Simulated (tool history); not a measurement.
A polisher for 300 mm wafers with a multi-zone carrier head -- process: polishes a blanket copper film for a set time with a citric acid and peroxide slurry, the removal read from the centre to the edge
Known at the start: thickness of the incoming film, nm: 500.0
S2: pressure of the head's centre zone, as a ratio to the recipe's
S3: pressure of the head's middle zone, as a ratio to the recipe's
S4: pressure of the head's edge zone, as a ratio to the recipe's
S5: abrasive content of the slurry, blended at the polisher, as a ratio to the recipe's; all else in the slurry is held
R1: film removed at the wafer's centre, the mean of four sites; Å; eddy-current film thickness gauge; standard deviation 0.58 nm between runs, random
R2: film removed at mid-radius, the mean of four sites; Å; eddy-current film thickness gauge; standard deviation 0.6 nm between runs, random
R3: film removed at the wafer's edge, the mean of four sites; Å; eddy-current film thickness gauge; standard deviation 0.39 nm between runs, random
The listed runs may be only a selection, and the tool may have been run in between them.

Run 1, day 0.000: flow of slurry (ml/min) 145, S2 1.00, S3 1.00, S4 1.00, S5 1.00, polishing time (s) 67. Result: R1 892.35 Å, R2 889.39 Å, R3 934.85 Å.
Run 2, day 0.125: flow of slurry (ml/min) 130, S2 0.94, S3 0.97, S4 0.97, S5 0.85, polishing time (s) 63. Result: R1 728.86 Å, R2 760.55 Å, R3 829.24 Å.
Run 3, day 0.246: flow of slurry (ml/min) 120, S2 0.91, S3 0.96, S4 0.93, S5 0.75, polishing time (s) 60. Result: R1 652.03 Å, R2 679.94 Å, R3 735.11 Å.
Run 4, day 0.421: flow of slurry (ml/min) 120, S2 0.91, S3 0.93, S4 0.93, S5 0.75, polishing time (s) 60. Result: R1 640.81 Å, R2 665.21 Å, R3 736.79 Å.
Run 5, day 0.650: flow of slurry (ml/min) 110, S2 0.88, S3 0.93, S4 0.91, S5 0.65, polishing time (s) 60. Result: R1 580.12 Å, R2 625.71 Å, R3 696.67 Å.
Run 6, day 0.750: flow of slurry (ml/min) 110, S2 0.88, S3 0.93, S4 0.91, S5 0.55, polishing time (s) 60. Result: R1 577.15 Å, R2 611.36 Å, R3 683.69 Å.

Run 7 is up next; what results do you expect?
Run 7, day 0.817: flow of slurry (ml/min) 105, S2 0.86, S3 0.93, S4 0.89, S5 0.55, polishing time (s) 60. Result: R1 ?, R2 ?, R3 ?.

Run 7 produced R1 547.03 Å, R2 590.44 Å, R3 661.90 Å.
